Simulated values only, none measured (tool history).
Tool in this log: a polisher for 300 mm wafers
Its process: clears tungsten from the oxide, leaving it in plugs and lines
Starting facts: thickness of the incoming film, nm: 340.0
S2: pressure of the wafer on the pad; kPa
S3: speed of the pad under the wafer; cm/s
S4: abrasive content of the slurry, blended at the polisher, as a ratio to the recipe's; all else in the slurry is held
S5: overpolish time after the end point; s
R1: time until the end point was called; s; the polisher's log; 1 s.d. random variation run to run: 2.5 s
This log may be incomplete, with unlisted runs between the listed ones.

Run 1, hour 0: flow of slurry (ml/min) 165, S2 17.9 kPa, S3 108 cm/s, S4 1, S5 14 s. Result: R1 104.12 s.
Run 2, hour 6.7: flow of slurry (ml/min) 165, S2 17.9 kPa, S3 108 cm/s, S4 1, S5 14 s. Result: R1 101.56 s.
Run 3, hour 12.7: flow of slurry (ml/min) 180, S2 17.9 kPa, S3 108 cm/s, S4 1, S5 14 s. Result: R1 99.098 s.
Run 4, hour 21: flow of slurry (ml/min) 165, S2 14.5 kPa, S3 102 cm/s, S4 1, S5 14 s. Result: R1 132.49 s.
Run 5, hour 25.1: flow of slurry (ml/min) 155, S2 12.4 kPa, S3 98 cm/s, S4 1, S5 14 s. Result: R1 160.72 s.
Run 6, hour 33.2: flow of slurry (ml/min) 155, S2 12.4 kPa, S3 98 cm/s, S4 1, S5 14 s. Result: R1 157.48 s.
Run 7, hour 34.9: flow of slurry (ml/min) 150, S2 11 kPa, S3 96 cm/s, S4 1, S5 14 s. Result: R1 181.3 s.
Run 8, hour 40.2: flow of slurry (ml/min) 140, S2 10.3 kPa, S3 96 cm/s, S4 1, S5 14 s. Result: R1 192.89 s.
Run 9, hour 46: flow of slurry (ml/min) 120, S2 8.3 kPa, S3 94 cm/s, S4 1, S5 14 s. Result: R1 257.31 s.
Run 10, hour 51: flow of slurry (ml/min) 130, S2 8.3 kPa, S3 94 cm/s, S4 1, S5 14 s. Result: R1 248.42 s.

Run 11 has not been measured yet. What should we expect?
Run 11, hour 55.1: flow of slurry (ml/min) 135, S2 8.3 kPa, S3 94 cm/s, S4 1, S5 14 s. Result: R1 ?.

Run 11 produced R1 248.1 s.
